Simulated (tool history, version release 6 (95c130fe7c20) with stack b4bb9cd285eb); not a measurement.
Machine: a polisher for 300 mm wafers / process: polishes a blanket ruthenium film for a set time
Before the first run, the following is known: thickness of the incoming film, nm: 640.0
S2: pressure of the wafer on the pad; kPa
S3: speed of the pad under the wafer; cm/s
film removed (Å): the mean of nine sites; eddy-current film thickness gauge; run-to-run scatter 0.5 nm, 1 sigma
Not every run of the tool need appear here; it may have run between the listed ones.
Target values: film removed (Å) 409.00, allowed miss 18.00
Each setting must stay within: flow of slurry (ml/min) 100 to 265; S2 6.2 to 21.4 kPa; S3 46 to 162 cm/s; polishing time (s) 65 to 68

run 1 hour=0.0 | flow_of_slurry_(ml/min)=170 S2=13.8 S3=104 polishing_time_(s)=65 | film_removed_(Å)=855.14
run 2 hour=0.9 | flow_of_slurry_(ml/min)=170 S2=13.8 S3=104 polishing_time_(s)=65 | film_removed_(Å)=873.88
run 3 hour=7.7 | flow_of_slurry_(ml/min)=170 S2=13.8 S3=104 polishing_time_(s)=65 | film_removed_(Å)=860.71
run 4 hour=8.7 | flow_of_slurry_(ml/min)=130 S2=13.8 S3=104 polishing_time_(s)=65 | film_removed_(Å)=817.56
run 5 hour=9.7 | flow_of_slurry_(ml/min)=130 S2=12.4 S3=102 polishing_time_(s)=65 | film_removed_(Å)=736.09
run 6 hour=15.6 | flow_of_slurry_(ml/min)=130 S2=11.0 S3=98 polishing_time_(s)=65 | film_removed_(Å)=638.52
run 7 hour=18.8 | flow_of_slurry_(ml/min)=130 S2=9.7 S3=96 polishing_time_(s)=65 | film_removed_(Å)=550.95
run 8 hour=27.6 | flow_of_slurry_(ml/min)=130 S2=9.0 S3=96 polishing_time_(s)=65 | film_removed_(Å)=511.90
run 9 hour=36.4 | flow_of_slurry_(ml/min)=130 S2=6.2 S3=94 polishing_time_(s)=65 | film_removed_(Å)=354.89

Pick the move, out of 5, that brings all results within their allowed miss; only one does.
run A hour=45.2 | flow_of_slurry_(ml/min)=145 S2=6.9 S3=106 polishing_time_(s)=66 | film_removed_(Å)=?
run B hour=45.2 | flow_of_slurry_(ml/min)=125 S2=6.9 S3=112 polishing_time_(s)=67 | film_removed_(Å)=?
run C hour=45.2 | flow_of_slurry_(ml/min)=125 S2=6.9 S3=80 polishing_time_(s)=66 | film_removed_(Å)=?
run D hour=45.2 | flow_of_slurry_(ml/min)=130 S2=8.3 S3=90 polishing_time_(s)=68 | film_removed_(Å)=?
run E hour=45.2 | flow_of_slurry_(ml/min)=155 S2=6.2 S3=108 polishing_time_(s)=65 | film_removed_(Å)=?

move=A film_removed_(Å)=447.52
move=B film_removed_(Å)=463.79
move=C film_removed_(Å)=329.98
move=D film_removed_(Å)=456.76
move=E film_removed_(Å)=411.86
A: takes the biggest miss from the last run beyond its target
B: takes the biggest miss from the last run beyond its target
C: moves away from the targets compared with the last run
D: takes the biggest miss from the last run beyond its target
E: all results land within tolerance of their targets
Go with E: it meets all targets.
